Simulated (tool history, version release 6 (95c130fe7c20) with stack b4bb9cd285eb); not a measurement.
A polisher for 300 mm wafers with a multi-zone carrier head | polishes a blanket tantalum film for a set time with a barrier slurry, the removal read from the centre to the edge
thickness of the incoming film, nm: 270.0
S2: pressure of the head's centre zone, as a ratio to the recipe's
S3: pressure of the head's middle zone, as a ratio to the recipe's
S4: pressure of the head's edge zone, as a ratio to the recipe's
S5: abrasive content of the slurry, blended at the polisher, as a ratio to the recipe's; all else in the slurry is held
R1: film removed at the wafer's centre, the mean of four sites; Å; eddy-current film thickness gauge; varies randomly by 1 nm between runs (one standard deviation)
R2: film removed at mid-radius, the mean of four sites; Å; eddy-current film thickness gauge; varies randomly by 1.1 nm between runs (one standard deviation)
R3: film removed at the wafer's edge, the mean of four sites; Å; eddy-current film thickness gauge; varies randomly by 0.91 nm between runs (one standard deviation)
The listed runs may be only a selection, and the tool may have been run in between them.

Run 1, hour 0.0: flow of slurry (ml/min) 210, S2 1.00, S3 1.00, S4 1.00, S5 1.00, polishing time (s) 68. Result: R1 851.68 Å, R2 874.50 Å, R3 888.74 Å.
Run 2, hour 8.2: flow of slurry (ml/min) 215, S2 1.00, S3 1.01, S4 1.03, S5 1.10, polishing time (s) 71. Result: R1 918.64 Å, R2 957.07 Å, R3 975.40 Å.
Run 3, hour 10.5: flow of slurry (ml/min) 215, S2 1.06, S3 1.01, S4 1.03, S5 1.10, polishing time (s) 71. Result: R1 978.53 Å, R2 942.08 Å, R3 956.20 Å.
Run 4, hour 14.3: flow of slurry (ml/min) 215, S2 1.06, S3 1.01, S4 1.11, S5 1.10, polishing time (s) 71. Result: R1 999.17 Å, R2 944.50 Å, R3 1007.90 Å.
Run 5, hour 22.5: flow of slurry (ml/min) 220, S2 1.05, S3 1.02, S4 1.13, S5 1.20, polishing time (s) 73. Result: R1 1023.20 Å, R2 997.17 Å, R3 1083.90 Å.
At hour 25.3: slurry nozzle cleaned.
Run 6, hour 25.3: flow of slurry (ml/min) 220, S2 1.05, S3 1.08, S4 1.13, S5 1.20, polishing time (s) 73. Result: R1 1060.10 Å, R2 1098.00 Å, R3 1080.20 Å.
Run 7, hour 34.0: flow of slurry (ml/min) 225, S2 1.05, S3 1.08, S4 1.14, S5 1.25, polishing time (s) 75. Result: R1 1105.00 Å, R2 1138.10 Å, R3 1142.00 Å.
Run 8, hour 36.7: flow of slurry (ml/min) 225, S2 1.05, S3 1.08, S4 1.14, S5 1.25, polishing time (s) 75. Result: R1 1088.30 Å, R2 1127.20 Å, R3 1138.70 Å.
Run 9, hour 38.5: flow of slurry (ml/min) 235, S2 1.05, S3 1.08, S4 1.15, S5 1.30, polishing time (s) 76. Result: R1 1140.30 Å, R2 1142.40 Å, R3 1185.20 Å.

Predict the results of run 10:
Run 10, hour 42.9: flow of slurry (ml/min) 245, S2 1.04, S3 1.09, S4 1.16, S5 1.35, polishing time (s) 77. Result: R1 ?, R2 ?, R3 ?.

R1: 1159.40 Å
R2: 1220.20 Å
R3: 1217.80 Å

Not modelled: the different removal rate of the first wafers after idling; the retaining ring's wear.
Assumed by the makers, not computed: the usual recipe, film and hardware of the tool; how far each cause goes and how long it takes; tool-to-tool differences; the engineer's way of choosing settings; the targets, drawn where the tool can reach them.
